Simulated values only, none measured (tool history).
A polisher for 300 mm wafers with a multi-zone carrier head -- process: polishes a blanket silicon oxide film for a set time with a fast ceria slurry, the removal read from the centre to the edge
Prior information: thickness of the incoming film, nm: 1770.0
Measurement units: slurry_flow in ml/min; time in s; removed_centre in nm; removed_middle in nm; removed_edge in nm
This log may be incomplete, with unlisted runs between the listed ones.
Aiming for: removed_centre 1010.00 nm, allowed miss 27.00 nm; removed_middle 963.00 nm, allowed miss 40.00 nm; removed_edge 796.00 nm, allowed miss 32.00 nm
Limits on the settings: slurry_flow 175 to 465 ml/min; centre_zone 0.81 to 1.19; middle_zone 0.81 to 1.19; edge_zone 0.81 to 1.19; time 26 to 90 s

| run | hour | slurry_flow | centre_zone | middle_zone | edge_zone | time | removed_centre | removed_middle | removed_edge |
|---|---|---|---|---|---|---|---|---|---|
| 1 | 0.0 | 295 | 1.00 | 1.00 | 1.00 | 58 | 612.94 | 598.57 | 586.06 |
| 2 | 4.6 | 340 | 1.00 | 1.00 | 1.00 | 58 | 616.10 | 599.70 | 604.22 |
| 3 | 11.7 | 340 | 0.95 | 1.00 | 1.00 | 58 | 596.86 | 606.93 | 609.28 |
| 4 | 14.7 | 340 | 0.91 | 1.00 | 1.00 | 58 | 564.74 | 598.55 | 613.27 |
| 5 | 23.2 | 345 | 0.97 | 1.04 | 1.00 | 62 | 642.91 | 668.63 | 631.97 |
| 6 | 31.4 | 355 | 1.01 | 1.06 | 1.01 | 66 | 715.14 | 706.11 | 676.72 |
| 7 | 33.7 | 350 | 1.03 | 1.08 | 1.00 | 70 | 767.03 | 774.19 | 720.10 |
| 8 | 42.4 | 350 | 1.06 | 1.10 | 0.99 | 72 | 821.38 | 806.94 | 730.45 |
| 9 | 43.0 | 350 | 1.08 | 1.12 | 0.98 | 74 | 852.17 | 847.54 | 767.79 |
| 10 | 48.4 | 370 | 1.11 | 1.13 | 0.95 | 75 | 898.88 | 874.78 | 748.41 |
| 11 | 57.0 | 375 | 1.12 | 1.14 | 0.95 | 76 | 916.64 | 871.88 | 782.50 |
| 12 | 65.8 | 365 | 1.13 | 1.15 | 0.93 | 77 | 929.44 | 896.86 | 775.94 |
| 13 | 67.7 | 375 | 1.14 | 1.16 | 0.92 | 78 | 952.56 | 911.09 | 779.49 |
| 14 | 68.9 | 380 | 1.15 | 1.17 | 0.91 | 79 | 973.75 | 935.90 | 775.96 |

Pick the move, out of 5, that brings all results within their allowed miss; only one does.
| A | 70.1 | 295 | 1.10 | 1.15 | 0.88 | 83 | ? | ? | ? |
| B | 70.1 | 360 | 1.01 | 1.16 | 0.94 | 86 | ? | ? | ? |
| C | 70.1 | 280 | 1.18 | 1.11 | 0.91 | 81 | ? | ? | ? |
| D | 70.1 | 360 | 1.19 | 1.19 | 0.97 | 79 | ? | ? | ? |
| E | 70.1 | 390 | 1.12 | 1.19 | 0.96 | 79 | ? | ? | ? |

| move | removed_centre | removed_middle | removed_edge |
|---|---|---|---|
| A | 971.99 | 953.62 | 787.52 |
| B | 942.96 | 1014.10 | 851.85 |
| C | 1011.70 | 897.48 | 777.14 |
| D | 1022.00 | 951.41 | 793.44 |
| E | 968.19 | 957.81 | 793.58 |
A: just as far off the targets as the last run
B: lands further from the targets than the last run did
C: corrects the largest miss of the last run, while another result sits out of spec
D: in spec on every target
E: lands further from the targets than the last run did
Correct choice: D, which meets every target
